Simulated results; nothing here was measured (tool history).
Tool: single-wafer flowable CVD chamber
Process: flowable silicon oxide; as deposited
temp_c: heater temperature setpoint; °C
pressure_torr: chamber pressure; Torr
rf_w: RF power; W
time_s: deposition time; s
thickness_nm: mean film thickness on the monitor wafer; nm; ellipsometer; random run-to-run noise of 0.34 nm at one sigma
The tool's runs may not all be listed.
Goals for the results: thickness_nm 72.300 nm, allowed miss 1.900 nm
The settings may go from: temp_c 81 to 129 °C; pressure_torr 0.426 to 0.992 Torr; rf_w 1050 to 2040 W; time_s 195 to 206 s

{"run": 1, "hour": 0.0, "temp_c": 105, "pressure_torr": 0.709, "rf_w": 1545, "time_s": 206, "thickness_nm": 90.858}
{"run": 2, "hour": 6.4, "temp_c": 98, "pressure_torr": 0.709, "rf_w": 1545, "time_s": 206, "thickness_nm": 112.31}
{"run": 3, "hour": 7.3, "temp_c": 101, "pressure_torr": 0.708, "rf_w": 1545, "time_s": 206, "thickness_nm": 101.65}
{"run": 4, "hour": 8.9, "temp_c": 103, "pressure_torr": 0.707, "rf_w": 1545, "time_s": 206, "thickness_nm": 96.778}
{"run": 5, "hour": 16.4, "temp_c": 103, "pressure_torr": 0.643, "rf_w": 1545, "time_s": 206, "thickness_nm": 87.261}
{"run": 6, "hour": 19.4, "temp_c": 103, "pressure_torr": 0.748, "rf_w": 1545, "time_s": 206, "thickness_nm": 100.89}
{"run": 7, "hour": 22.0, "temp_c": 105, "pressure_torr": 0.747, "rf_w": 1545, "time_s": 206, "thickness_nm": 94.674}
{"run": 8, "hour": 30.4, "temp_c": 107, "pressure_torr": 0.746, "rf_w": 1545, "time_s": 206, "thickness_nm": 89.699}
{"run": 9, "hour": 33.8, "temp_c": 108, "pressure_torr": 0.746, "rf_w": 1545, "time_s": 206, "thickness_nm": 86.312}

Exactly one of the 5 candidate moves below puts every result within its allowed miss. Which one?
{"run": "A", "hour": 37.2, "temp_c": 109, "pressure_torr": 0.684, "rf_w": 1300, "time_s": 198, "thickness_nm": "?"}
{"run": "B", "hour": 37.2, "temp_c": 112, "pressure_torr": 0.713, "rf_w": 1655, "time_s": 195, "thickness_nm": "?"}
{"run": "C", "hour": 37.2, "temp_c": 108, "pressure_torr": 0.616, "rf_w": 1440, "time_s": 197, "thickness_nm": "?"}
{"run": "D", "hour": 37.2, "temp_c": 105, "pressure_torr": 0.617, "rf_w": 1670, "time_s": 195, "thickness_nm": "?"}
{"run": "E", "hour": 37.2, "temp_c": 110, "pressure_torr": 0.71, "rf_w": 1645, "time_s": 202, "thickness_nm": "?"}

move=A thickness_nm=66.938
move=B thickness_nm=71.377
move=C thickness_nm=66.160
move=D thickness_nm=76.880
move=E thickness_nm=77.853
A: takes the result that was furthest off past its target
B: every result lands within tolerance
C: takes the result that was furthest off past its target
D: better than the last run, though not everything is in spec
E: better than the last run, though not everything is in spec
The move that meets every target is B.
